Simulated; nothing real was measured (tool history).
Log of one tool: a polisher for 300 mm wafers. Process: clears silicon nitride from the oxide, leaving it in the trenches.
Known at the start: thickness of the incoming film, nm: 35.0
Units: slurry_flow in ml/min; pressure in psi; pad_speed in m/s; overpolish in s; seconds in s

| run | hour | slurry_flow | pressure | pad_speed | overpolish | seconds |
|---|---|---|---|---|---|---|
| 1 | 0 | 135 | 1.9 | 0.84 | 5 | 95.271 |
| 2 | 8.6 | 135 | 1.9 | 0.84 | 5 | 94.246 |
| 3 | 17 | 135 | 1.6 | 0.82 | 5 | 114.06 |
| 4 | 20 | 165 | 1.6 | 0.82 | 5 | 107.97 |
| 5 | 25.4 | 165 | 1.6 | 0.98 | 5 | 90.339 |
| 6 | 27 | 165 | 1.6 | 0.98 | 5 | 91.965 |
| 7 | 35.9 | 160 | 1.4 | 0.92 | 5 | 110.59 |
| 8 | 37 | 155 | 1.3 | 0.88 | 5 | 124.01 |

Forecast run 9:
|  | 41.2 | slurry nozzle cleaned |
| 9 | 41.2 | 150 | 1.2 | 0.86 | 5 | ? |

seconds: 122.97 s
